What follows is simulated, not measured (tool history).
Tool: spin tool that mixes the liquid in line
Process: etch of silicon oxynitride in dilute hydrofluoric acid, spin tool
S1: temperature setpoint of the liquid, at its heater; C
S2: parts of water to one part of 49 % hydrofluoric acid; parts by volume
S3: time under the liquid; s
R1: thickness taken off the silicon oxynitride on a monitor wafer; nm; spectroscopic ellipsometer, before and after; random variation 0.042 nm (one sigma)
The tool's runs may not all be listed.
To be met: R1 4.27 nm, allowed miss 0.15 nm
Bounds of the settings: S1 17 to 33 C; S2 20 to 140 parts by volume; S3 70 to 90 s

Run 1, hour 0: S1 25 C, S2 75 parts by volume, S3 90 s. Result: R1 6.6227 nm.
Run 2, hour 8.8: S1 25 C, S2 75 parts by volume, S3 70 s. Result: R1 5.2487 nm.
Run 3, hour 12.7: S1 24.5 C, S2 75 parts by volume, S3 70 s. Result: R1 5.0512 nm.
Run 4, hour 14.6: S1 24.5 C, S2 95 parts by volume, S3 70 s. Result: R1 3.9989 nm.
Run 5, hour 15.3: S1 22.5 C, S2 95 parts by volume, S3 70 s. Result: R1 3.6004 nm.
Run 6, hour 20.6: S1 23 C, S2 95 parts by volume, S3 70 s. Result: R1 3.6992 nm.
Run 7, hour 24.7: S1 23 C, S2 95 parts by volume, S3 70 s. Result: R1 3.6497 nm.
Run 8, hour 26.1: S1 23.5 C, S2 95 parts by volume, S3 70 s. Result: R1 3.7726 nm.
Run 9, hour 28.6: S1 23.5 C, S2 95 parts by volume, S3 70 s. Result: R1 3.8224 nm.
Run 10, hour 36.9: S1 24.5 C, S2 95 parts by volume, S3 70 s. Result: R1 3.9345 nm.
At hour 38.8: thermometer replaced.
Run 11, hour 38.8: S1 25.5 C, S2 95 parts by volume, S3 70 s. Result: R1 3.9375 nm.

Which of these 5 next moves meets every target?
Run A, hour 40.7: S1 24 C, S2 105 parts by volume, S3 90 s. Result: R1 ?.
Run B, hour 40.7: S1 28 C, S2 95 parts by volume, S3 75 s. Result: R1 ?.
Run C, hour 40.7: S1 25 C, S2 90 parts by volume, S3 80 s. Result: R1 ?.
Run D, hour 40.7: S1 23 C, S2 90 parts by volume, S3 75 s. Result: R1 ?.
Run E, hour 40.7: S1 27 C, S2 110 parts by volume, S3 90 s. Result: R1 ?.

move      R1
   A  4.2031
   B  4.7033
   C  4.6277
   D   3.945
   E  4.5914
A: meets every target
B: takes the result that was furthest off past its target
C: takes the result that was furthest off past its target
D: as far off as the last run
E: takes the result that was furthest off past its target
The right move is A.
